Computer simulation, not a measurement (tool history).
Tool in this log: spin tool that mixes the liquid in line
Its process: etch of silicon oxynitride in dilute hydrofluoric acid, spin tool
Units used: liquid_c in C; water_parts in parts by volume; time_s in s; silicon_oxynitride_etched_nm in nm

run 1 hour=0.0 | liquid_c=24.0 water_parts=125 time_s=45 | silicon_oxynitride_etched_nm=0.44168
run 2 hour=4.8 | liquid_c=26.0 water_parts=120 time_s=45 | silicon_oxynitride_etched_nm=0.50308
run 3 hour=7.4 | liquid_c=28.5 water_parts=120 time_s=45 | silicon_oxynitride_etched_nm=0.56257
run 4 hour=8.1 | liquid_c=28.5 water_parts=160 time_s=45 | silicon_oxynitride_etched_nm=0.41279
run 5 hour=13.3 | liquid_c=28.5 water_parts=160 time_s=45 | silicon_oxynitride_etched_nm=0.42415
run 6 hour=15.2 | liquid_c=28.5 water_parts=125 time_s=45 | silicon_oxynitride_etched_nm=0.54944
run 7 hour=19.4 | liquid_c=29.5 water_parts=120 time_s=45 | silicon_oxynitride_etched_nm=0.59012
run 8 hour=22.3 | liquid_c=32.0 water_parts=105 time_s=45 | silicon_oxynitride_etched_nm=0.77578

The next listed run, before its measurement:
run 9 hour=27.0 | liquid_c=31.5 water_parts=105 time_s=45 | silicon_oxynitride_etched_nm=?

silicon_oxynitride_etched_nm: 0.75200 nm
